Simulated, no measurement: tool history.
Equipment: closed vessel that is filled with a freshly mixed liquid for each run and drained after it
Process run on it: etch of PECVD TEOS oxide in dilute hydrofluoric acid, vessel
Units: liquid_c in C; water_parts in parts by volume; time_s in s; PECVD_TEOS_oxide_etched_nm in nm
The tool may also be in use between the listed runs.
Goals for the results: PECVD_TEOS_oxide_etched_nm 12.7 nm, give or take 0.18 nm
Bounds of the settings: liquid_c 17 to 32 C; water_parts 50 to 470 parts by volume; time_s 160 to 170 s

run 1 hour=0 | liquid_c=24 water_parts=260 time_s=160 | PECVD_TEOS_oxide_etched_nm=10.174
run 2 hour=3.1 | liquid_c=24 water_parts=300 time_s=160 | PECVD_TEOS_oxide_etched_nm=8.4894
run 3 hour=10 | liquid_c=24 water_parts=245 time_s=160 | PECVD_TEOS_oxide_etched_nm=10.989
run 4 hour=11.1 | liquid_c=25 water_parts=245 time_s=160 | PECVD_TEOS_oxide_etched_nm=11.386
run 5 hour=19.1 | liquid_c=25.5 water_parts=245 time_s=160 | PECVD_TEOS_oxide_etched_nm=11.601
run 6 hour=23.5 | liquid_c=25.5 water_parts=320 time_s=160 | PECVD_TEOS_oxide_etched_nm=8.163
run 7 hour=31.6 | liquid_c=27 water_parts=310 time_s=160 | PECVD_TEOS_oxide_etched_nm=9.0319
run 8 hour=38.4 | liquid_c=28 water_parts=305 time_s=160 | PECVD_TEOS_oxide_etched_nm=9.4764
run 9 hour=47.5 | liquid_c=28 water_parts=305 time_s=160 | PECVD_TEOS_oxide_etched_nm=9.5486

Next run, 5 choices. One meets every target within its allowed miss, the rest don't. Which?
run A hour=56.6 | liquid_c=26.5 water_parts=240 time_s=170 | PECVD_TEOS_oxide_etched_nm=?
run B hour=56.6 | liquid_c=29 water_parts=250 time_s=170 | PECVD_TEOS_oxide_etched_nm=?
run C hour=56.6 | liquid_c=30 water_parts=270 time_s=170 | PECVD_TEOS_oxide_etched_nm=?
run D hour=56.6 | liquid_c=27.5 water_parts=275 time_s=170 | PECVD_TEOS_oxide_etched_nm=?
run E hour=56.6 | liquid_c=32 water_parts=275 time_s=170 | PECVD_TEOS_oxide_etched_nm=?

move=A PECVD_TEOS_oxide_etched_nm=13
move=B PECVD_TEOS_oxide_etched_nm=13.449
move=C PECVD_TEOS_oxide_etched_nm=12.585
move=D PECVD_TEOS_oxide_etched_nm=11.307
move=E PECVD_TEOS_oxide_etched_nm=13.108
A: takes the biggest miss from the last run beyond its target
B: takes the biggest miss from the last run beyond its target
C: each result inside its tolerance
D: moves toward the targets from the last run without getting all of them in spec
E: takes the biggest miss from the last run beyond its target
So the answer is move C, the one that meets all the targets.
